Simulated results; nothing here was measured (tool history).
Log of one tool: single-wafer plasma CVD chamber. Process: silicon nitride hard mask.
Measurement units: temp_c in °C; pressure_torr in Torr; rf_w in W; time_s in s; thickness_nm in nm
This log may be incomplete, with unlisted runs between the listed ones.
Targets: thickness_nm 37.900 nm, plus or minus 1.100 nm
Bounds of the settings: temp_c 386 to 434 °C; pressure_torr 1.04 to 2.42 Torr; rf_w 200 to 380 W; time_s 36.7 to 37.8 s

| run | day | temp_c | pressure_torr | rf_w | time_s | thickness_nm |
|---|---|---|---|---|---|---|
| 1 | 0.000 | 410 | 1.73 | 290 | 36.7 | 44.995 |
| 2 | 0.175 | 410 | 1.67 | 285 | 36.7 | 43.963 |
| 3 | 0.467 | 410 | 1.67 | 260 | 36.7 | 40.393 |
| 4 | 0.592 | 410 | 1.64 | 260 | 36.7 | 40.477 |
| 5 | 0.808 | 410 | 1.61 | 260 | 36.7 | 40.018 |
| 6 | 0.879 | 410 | 1.61 | 260 | 36.7 | 39.878 |
| 7 | 1.154 | 410 | 1.59 | 260 | 36.7 | 39.748 |
| 8 | 1.217 | 410 | 1.57 | 260 | 36.7 | 39.827 |
| 9 | 1.396 | 410 | 1.55 | 260 | 36.7 | 39.202 |

Which one of the following 5 next-run settings gets every result inside its allowed miss? There is exactly one.
| A | 1.575 | 412 | 1.25 | 245 | 36.7 | ? |
| B | 1.575 | 399 | 1.62 | 250 | 37.8 | ? |
| C | 1.575 | 408 | 1.40 | 260 | 36.7 | ? |
| D | 1.575 | 413 | 1.04 | 265 | 36.7 | ? |
| E | 1.575 | 412 | 1.37 | 275 | 37.4 | ? |

| move | thickness_nm |
|---|---|
| A | 35.079 |
| B | 40.132 |
| C | 38.446 |
| D | 35.322 |
| E | 40.817 |
A: the result that was furthest off in the last run now lies on the other side of its target
B: misses by more than the last run did
C: every result within its allowed miss
D: the result that was furthest off in the last run now lies on the other side of its target
E: misses by more than the last run did
The move that meets every target is C.
